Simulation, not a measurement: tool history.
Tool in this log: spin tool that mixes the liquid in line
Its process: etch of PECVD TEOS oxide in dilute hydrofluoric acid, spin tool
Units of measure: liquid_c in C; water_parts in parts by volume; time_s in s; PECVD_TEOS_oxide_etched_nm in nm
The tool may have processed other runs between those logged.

| run | day | liquid_c | water_parts | time_s | PECVD_TEOS_oxide_etched_nm |
|---|---|---|---|---|---|
| 1 | 0.000 | 21.0 | 260 | 275 | 8.5652 |
| 2 | 0.354 | 19.5 | 260 | 275 | 8.0800 |
| 3 | 0.500 | 17.0 | 260 | 275 | 7.3744 |
| 4 | 0.617 | 17.0 | 215 | 275 | 9.2588 |
| 5 | 0.729 | 17.0 | 215 | 275 | 9.2951 |
| 6 | 0.842 | 18.5 | 215 | 275 | 9.7475 |
| 7 | 1.029 | 19.5 | 215 | 275 | 10.2830 |
| 8 | 1.142 | 20.0 | 215 | 275 | 10.2290 |
| 9 | 1.192 | 20.0 | 215 | 275 | 10.4080 |

Expected results for the next run?
| 10 | 1.454 | 22.5 | 210 | 275 | ? |

PECVD_TEOS_oxide_etched_nm: 11.5510 nm
